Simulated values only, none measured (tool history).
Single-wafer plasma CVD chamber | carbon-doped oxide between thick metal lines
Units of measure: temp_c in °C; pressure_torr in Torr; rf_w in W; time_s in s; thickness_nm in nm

run  hour  temp_c  pressure_torr  rf_w  time_s  thickness_nm
  1     0     345           5.47   675     184        1136.4
  2   3.5     345            4.8   675     184        1094.4
  3   6.2     345           5.35   675     184        1119.8
  4     7     338           5.35   675     184          1137
  5  10.4     338           6.29   675     184        1179.2
     14.3  -- thermocouple changed; heater temperature recalibrated
  6  14.3     337           6.51   690     184        1192.2
  7  20.1     336           6.68   710     184        1230.1
  8  27.2     335           6.83   720     184        1253.8

Run 9 has not been measured yet. What should we expect?
  9  33.6     334           6.96   725     184             ?

Run 9 gave thickness_nm 1247.8 nm.
